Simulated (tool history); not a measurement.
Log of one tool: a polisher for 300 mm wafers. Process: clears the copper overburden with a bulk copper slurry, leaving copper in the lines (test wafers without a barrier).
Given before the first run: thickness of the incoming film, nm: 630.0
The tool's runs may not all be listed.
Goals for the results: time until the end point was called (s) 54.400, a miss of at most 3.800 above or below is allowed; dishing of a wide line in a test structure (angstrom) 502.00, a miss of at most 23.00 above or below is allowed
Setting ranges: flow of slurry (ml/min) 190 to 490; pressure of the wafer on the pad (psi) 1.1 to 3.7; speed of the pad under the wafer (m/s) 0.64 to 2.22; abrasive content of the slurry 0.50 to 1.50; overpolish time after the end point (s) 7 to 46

run   hour  flow of slurry (ml/min)  pressure of the wafer on the pad (psi)  speed of the pad under the wafer (m/s)  abrasive content of the slurry  overpolish time after the end point (s)  time until the end point was called (s)  dishing of a wide line in a test structure (angstrom)
  1    0.0                      315                                     2.4                                    1.42                            1.00                                       24                                   57.534                                                 995.38
  2    5.0                      285                                     2.4                                    1.42                            1.00                                       24                                   58.249                                                1009.00
  3    8.7                      285                                     2.4                                    1.42                            1.00                                       31                                   56.496                                                1092.80
  4   10.7                      310                                     2.2                                    1.50                            1.00                                       28                                   57.925                                                1025.80
      12.5  -- slurry blender recalibrated
  5   12.5                      310                                     2.2                                    1.50                            1.10                                       28                                   53.553                                                1029.00
  6   21.2                      335                                     2.1                                    1.50                            1.15                                       25                                   55.106                                                 974.90
  7   26.4                      335                                     2.1                                    1.50                            1.15                                       25                                   53.682                                                 988.26
  8   32.3                      355                                     2.0                                    1.48                            1.20                                       23                                   57.128                                                 924.64
  9   38.4                      370                                     1.9                                    1.50                            1.25                                       21                                   57.466                                                 861.66
 10   44.5                      385                                     1.8                                    1.52                            1.30                                       19                                   61.727                                                 842.42
 11   47.8                      400                                     1.7                                    1.56                            1.35                                       17                                   60.032                                                 778.22
 12   48.3                      410                                     1.6                                    1.60                            1.35                                       16                                   63.101                                                 733.73
 13   51.4                      420                                     1.5                                    1.68                            1.35                                       15                                   62.211                                                 701.77
 14   60.1                      430                                     1.4                                    1.74                            1.35                                       14                                   68.625                                                 649.22
 15   67.4                      490                                     1.2                                    2.14                            1.50                                        7                                   63.549                                                 441.86
 16   75.6                      485                                     1.2                                    2.14                            1.50                                        7                                   63.384                                                 440.27
 17   80.9                      485                                     1.6                                    2.14                            1.50                                       11                                   47.323                                                 713.24
 18   86.9                      490                                     1.2                                    2.22                            1.50                                        7                                   57.469                                                 448.88
 19   92.2                      490                                     1.3                                    2.20                            1.50                                        7                                   55.991                                                 488.40
 20  100.7                      490                                     1.3                                    2.22                            1.50                                        7                                   56.995                                                 473.94

Which single option among these 4 for the next run brings every result within its allowed miss of target? Just one does.
  A  109.2                      485                                     1.3                                    1.98                            1.50                                        9                                        ?                                                      ?
  B  109.2                      490                                     1.4                                    2.18                            1.35                                        7                                        ?                                                      ?
  C  109.2                      475                                     1.2                                    2.22                            1.40                                        7                                        ?                                                      ?
  D  109.2                      490                                     1.4                                    1.84                            1.50                                        7                                        ?                                                      ?

move  time until the end point was called (s)  dishing of a wide line in a test structure (angstrom)
   A                                   62.849                                                 530.88
   B                                   54.392                                                 501.10
   C                                   61.494                                                 451.00
   D                                   62.902                                                 453.32
A: the result that was furthest off in the last run now lies on the other side of its target
B: every result lands within tolerance
C: lands further from the targets than the last run did
D: lands further from the targets than the last run did
B is the move that brings every result within its allowed miss.
